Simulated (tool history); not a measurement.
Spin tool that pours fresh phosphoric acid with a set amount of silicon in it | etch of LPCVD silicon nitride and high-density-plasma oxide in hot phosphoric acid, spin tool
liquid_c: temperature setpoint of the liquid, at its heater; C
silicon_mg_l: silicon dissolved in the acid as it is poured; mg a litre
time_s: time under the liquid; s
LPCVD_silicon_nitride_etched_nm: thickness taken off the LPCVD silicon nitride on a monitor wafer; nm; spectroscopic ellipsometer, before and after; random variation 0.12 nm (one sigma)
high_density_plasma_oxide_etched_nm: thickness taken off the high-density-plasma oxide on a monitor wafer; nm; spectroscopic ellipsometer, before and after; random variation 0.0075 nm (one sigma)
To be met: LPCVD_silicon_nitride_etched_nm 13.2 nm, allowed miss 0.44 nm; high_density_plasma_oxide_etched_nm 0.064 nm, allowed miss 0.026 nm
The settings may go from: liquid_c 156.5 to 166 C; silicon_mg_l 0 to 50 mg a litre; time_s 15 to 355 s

run,day,liquid_c,silicon_mg_l,time_s,LPCVD_silicon_nitride_etched_nm,high_density_plasma_oxide_etched_nm
1,0,161,24.5,180,18.983,0.23578
2,0.079,160.5,28.5,170,17.681,0.22244
3,0.404,159,28.5,170,16.892,0.23848
4,0.783,159,28.5,230,22.39,0.31056
5,1.004,159,28.5,280,27.422,0.31363
6,1.262,159,33.5,280,27.459,0.26026
7,1.625,156.5,49,190,17.162,0.080049
8,1.825,156.5,49,180,15.974,0.07026
9,2.158,156.5,48.5,175,15.704,0.062925
10,2.492,156.5,47.5,170,15.3,0.079181
11,2.667,156.5,48,165,14.981,0.05279
12,2.708,156.5,46.5,160,14.437,0.07349
13,3.038,156.5,46.5,155,14.214,0.054051

4 next moves are on the table. One of them brings every result within its allowed miss. Which?
A,3.367,156.5,46.5,160,?,?
B,3.367,158.5,19.5,135,?,?
C,3.367,157,44,145,?,?
D,3.367,157.5,49,155,?,?

move,LPCVD_silicon_nitride_etched_nm,high_density_plasma_oxide_etched_nm
A,14.431,0.063149
B,13.032,0.21028
C,13.303,0.06255
D,14.464,0.06595
A: further off than the last run
B: brings the result that was furthest off to its target, and leaves another outside
C: meets every target
D: further off than the last run
The right move is C.
